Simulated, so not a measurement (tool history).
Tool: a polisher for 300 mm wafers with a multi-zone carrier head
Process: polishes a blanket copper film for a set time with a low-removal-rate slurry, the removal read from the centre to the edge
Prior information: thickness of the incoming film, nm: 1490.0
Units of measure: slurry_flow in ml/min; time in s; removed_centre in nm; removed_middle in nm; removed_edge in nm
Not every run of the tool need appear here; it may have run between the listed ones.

run 1 hour=0.0 | slurry_flow=130 centre_zone=1.00 middle_zone=1.00 edge_zone=1.00 slurry_solids=1.0 time=61 | removed_centre=176.80 removed_middle=169.42 removed_edge=182.70
run 2 hour=5.5 | slurry_flow=130 centre_zone=1.00 middle_zone=1.00 edge_zone=1.00 slurry_solids=1.0 time=76 | removed_centre=219.62 removed_middle=215.83 removed_edge=224.64
run 3 hour=14.5 | slurry_flow=130 centre_zone=0.92 middle_zone=1.00 edge_zone=1.00 slurry_solids=1.0 time=76 | removed_centre=200.55 removed_middle=217.33 removed_edge=224.14
run 4 hour=21.6 | slurry_flow=145 centre_zone=0.92 middle_zone=1.00 edge_zone=1.00 slurry_solids=1.0 time=76 | removed_centre=206.89 removed_middle=220.51 removed_edge=228.79
run 5 hour=28.9 | slurry_flow=150 centre_zone=0.93 middle_zone=0.96 edge_zone=1.02 slurry_solids=1.0 time=76 | removed_centre=210.95 removed_middle=207.14 removed_edge=229.96
run 6 hour=32.5 | slurry_flow=150 centre_zone=0.93 middle_zone=0.96 edge_zone=1.09 slurry_solids=1.0 time=76 | removed_centre=211.71 removed_middle=214.21 removed_edge=235.09

Run 7, settings as shown, results not yet in. Your forecast:
run 7 hour=36.4 | slurry_flow=150 centre_zone=0.93 middle_zone=0.94 edge_zone=1.10 slurry_solids=1.0 time=76 | removed_centre=? removed_middle=? removed_edge=?

{"run 7": {"removed_centre": 211.19, "removed_middle": 207.91, "removed_edge": 234.24}}
